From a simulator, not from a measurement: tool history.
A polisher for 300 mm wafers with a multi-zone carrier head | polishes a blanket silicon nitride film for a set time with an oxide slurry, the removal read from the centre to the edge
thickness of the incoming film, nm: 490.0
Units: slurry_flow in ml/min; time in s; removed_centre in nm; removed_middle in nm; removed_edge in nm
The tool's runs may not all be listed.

Run 1, day 0.000: slurry_flow 295 ml/min, centre_zone 1.00, middle_zone 1.00, edge_zone 1.00, slurry_solids 1.00, time 53 s. Result: removed_centre 45.800 nm, removed_middle 45.120 nm, removed_edge 45.544 nm.
Run 2, day 0.288: slurry_flow 295 ml/min, centre_zone 1.00, middle_zone 1.00, edge_zone 1.00, slurry_solids 1.00, time 62 s. Result: removed_centre 53.450 nm, removed_middle 51.738 nm, removed_edge 53.155 nm.
Run 3, day 0.662: slurry_flow 295 ml/min, centre_zone 1.00, middle_zone 1.00, edge_zone 1.03, slurry_solids 1.00, time 62 s. Result: removed_centre 53.086 nm, removed_middle 53.355 nm, removed_edge 53.108 nm.
Run 4, day 0.942: slurry_flow 295 ml/min, centre_zone 1.00, middle_zone 1.00, edge_zone 1.03, slurry_solids 0.85, time 62 s. Result: removed_centre 48.449 nm, removed_middle 47.519 nm, removed_edge 49.207 nm.
Run 5, day 1.058: slurry_flow 295 ml/min, centre_zone 1.00, middle_zone 1.07, edge_zone 1.03, slurry_solids 0.85, time 62 s. Result: removed_centre 48.930 nm, removed_middle 50.040 nm, removed_edge 49.669 nm.
Run 6, day 1.425: slurry_flow 295 ml/min, centre_zone 1.00, middle_zone 1.07, edge_zone 1.08, slurry_solids 0.85, time 62 s. Result: removed_centre 48.229 nm, removed_middle 50.757 nm, removed_edge 50.502 nm.
Run 7, day 1.762: slurry_flow 290 ml/min, centre_zone 0.95, middle_zone 1.05, edge_zone 1.07, slurry_solids 0.80, time 62 s. Result: removed_centre 44.200 nm, removed_middle 48.798 nm, removed_edge 48.064 nm.

The next listed run, before its measurement:
Run 8, day 2.083: slurry_flow 280 ml/min, centre_zone 0.92, middle_zone 1.00, edge_zone 1.09, slurry_solids 0.80, time 62 s. Result: removed_centre ?, removed_middle ?, removed_edge ?.

Run 8 gave removed_centre 42.894 nm, removed_middle 45.654 nm, removed_edge 48.233 nm.
